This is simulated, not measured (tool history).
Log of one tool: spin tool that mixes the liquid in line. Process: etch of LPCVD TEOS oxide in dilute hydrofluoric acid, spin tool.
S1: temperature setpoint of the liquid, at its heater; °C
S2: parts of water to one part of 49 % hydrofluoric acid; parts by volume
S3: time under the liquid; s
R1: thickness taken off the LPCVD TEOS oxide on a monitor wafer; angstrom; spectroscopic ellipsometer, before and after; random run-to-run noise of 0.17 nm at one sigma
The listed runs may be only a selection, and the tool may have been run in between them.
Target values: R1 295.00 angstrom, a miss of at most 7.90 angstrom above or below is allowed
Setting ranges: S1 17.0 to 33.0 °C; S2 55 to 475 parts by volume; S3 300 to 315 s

Run 1, hour 0.0: S1 25.0 °C, S2 265 parts by volume, S3 300 s. Result: R1 450.33 angstrom.
Run 2, hour 2.9: S1 21.5 °C, S2 265 parts by volume, S3 300 s. Result: R1 393.86 angstrom.
Run 3, hour 4.1: S1 20.5 °C, S2 275 parts by volume, S3 300 s. Result: R1 364.89 angstrom.
Run 4, hour 6.9: S1 20.5 °C, S2 275 parts by volume, S3 315 s. Result: R1 383.92 angstrom.
Run 5, hour 7.6: S1 19.5 °C, S2 280 parts by volume, S3 315 s. Result: R1 359.20 angstrom.
Run 6, hour 16.5: S1 17.0 °C, S2 280 parts by volume, S3 315 s. Result: R1 329.32 angstrom.
Run 7, hour 19.1: S1 17.0 °C, S2 285 parts by volume, S3 315 s. Result: R1 317.83 angstrom.
Run 8, hour 20.6: S1 17.0 °C, S2 290 parts by volume, S3 315 s. Result: R1 314.17 angstrom.
Run 9, hour 24.3: S1 17.0 °C, S2 295 parts by volume, S3 315 s. Result: R1 309.02 angstrom.

Next run, 4 choices. One meets every target within its allowed miss, the rest don't. Which?
Run A, hour 28.0: S1 17.5 °C, S2 290 parts by volume, S3 315 s. Result: R1 ?.
Run B, hour 28.0: S1 18.0 °C, S2 295 parts by volume, S3 315 s. Result: R1 ?.
Run C, hour 28.0: S1 19.0 °C, S2 310 parts by volume, S3 300 s. Result: R1 ?.
Run D, hour 28.0: S1 18.0 °C, S2 280 parts by volume, S3 300 s. Result: R1 ?.

move      R1
   A  319.61
   B  318.80
   C  296.01
   D  324.05
A: moves away from the targets compared with the last run
B: moves away from the targets compared with the last run
C: in spec on every target
D: moves away from the targets compared with the last run
The right move is C.
